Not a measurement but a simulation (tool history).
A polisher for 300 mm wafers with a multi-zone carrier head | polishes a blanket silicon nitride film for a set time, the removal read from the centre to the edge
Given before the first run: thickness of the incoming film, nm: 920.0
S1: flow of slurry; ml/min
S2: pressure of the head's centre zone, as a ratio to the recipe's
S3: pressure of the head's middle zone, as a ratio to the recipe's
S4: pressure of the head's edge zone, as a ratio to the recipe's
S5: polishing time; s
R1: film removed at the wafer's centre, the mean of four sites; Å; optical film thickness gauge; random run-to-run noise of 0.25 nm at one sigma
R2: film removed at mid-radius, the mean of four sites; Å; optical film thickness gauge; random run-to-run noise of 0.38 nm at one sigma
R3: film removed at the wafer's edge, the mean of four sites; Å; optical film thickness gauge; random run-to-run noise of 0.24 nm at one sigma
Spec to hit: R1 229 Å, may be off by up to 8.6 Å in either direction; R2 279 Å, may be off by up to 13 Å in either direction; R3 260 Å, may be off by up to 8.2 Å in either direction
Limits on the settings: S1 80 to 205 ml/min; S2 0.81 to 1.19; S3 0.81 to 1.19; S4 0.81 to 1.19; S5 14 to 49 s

| run | hour | S1 | S2 | S3 | S4 | S5 | R1 | R2 | R3 |
|---|---|---|---|---|---|---|---|---|---|
| 1 | 0 | 135 | 1 | 1 | 1 | 31 | 435.63 | 435.66 | 430.52 |
| 2 | 3.7 | 135 | 1.04 | 1 | 1 | 31 | 460.6 | 445.15 | 439.47 |
| 3 | 11.8 | 135 | 1.04 | 1 | 0.97 | 31 | 452.51 | 441.25 | 422.08 |
| 4 | 16.9 | 125 | 0.98 | 0.99 | 0.94 | 28 | 384.1 | 399.98 | 377.03 |
| 5 | 17.7 | 115 | 0.94 | 0.98 | 0.93 | 25 | 320.01 | 349.53 | 328.31 |
| 6 | 24.8 | 110 | 0.91 | 0.97 | 0.91 | 24 | 289.24 | 330.05 | 315.2 |
| 7 | 29.2 | 105 | 0.9 | 0.97 | 0.89 | 23 | 276.66 | 311 | 295.02 |
| 8 | 34 | 100 | 0.88 | 0.97 | 0.87 | 23 | 269.1 | 314.13 | 290.3 |
| 9 | 41.7 | 95 | 0.86 | 0.96 | 0.86 | 22 | 249.8 | 296.38 | 280.41 |
| 10 | 48.9 | 95 | 0.85 | 0.96 | 0.85 | 22 | 245.26 | 292.15 | 277.04 |
| 11 | 50.6 | 95 | 0.85 | 0.96 | 0.84 | 22 | 244.99 | 288.3 | 269.78 |
| 12 | 53.1 | 95 | 0.84 | 0.96 | 0.83 | 22 | 243.69 | 292.73 | 272.09 |
| 13 | 59.5 | 95 | 0.84 | 0.96 | 0.82 | 22 | 243.02 | 294.85 | 273.71 |
| 14 | 64.3 | 90 | 0.84 | 0.96 | 0.82 | 22 | 241.06 | 294.37 | 267.71 |
| 15 | 71.4 | 90 | 0.84 | 0.95 | 0.82 | 22 | 238.98 | 292.46 | 270.8 |

Next run, 4 choices. One meets every target within its allowed miss, the rest don't. Which?
| A | 78.5 | 130 | 0.93 | 0.99 | 0.83 | 20 | ? | ? | ? |
| B | 78.5 | 100 | 0.83 | 0.96 | 0.82 | 21 | ? | ? | ? |
| C | 78.5 | 80 | 0.81 | 0.95 | 0.91 | 22 | ? | ? | ? |
| D | 78.5 | 90 | 0.84 | 0.97 | 0.81 | 23 | ? | ? | ? |

| move | R1 | R2 | R3 |
|---|---|---|---|
| A | 255.23 | 283.68 | 255.09 |
| B | 229.77 | 282.09 | 260.21 |
| C | 227.09 | 284.99 | 280.03 |
| D | 250.72 | 306.85 | 280.75 |
A: brings the result that was furthest off to its target, and leaves another outside
B: in spec on every target
C: misses by more than the last run did
D: misses by more than the last run did
The right move is B.

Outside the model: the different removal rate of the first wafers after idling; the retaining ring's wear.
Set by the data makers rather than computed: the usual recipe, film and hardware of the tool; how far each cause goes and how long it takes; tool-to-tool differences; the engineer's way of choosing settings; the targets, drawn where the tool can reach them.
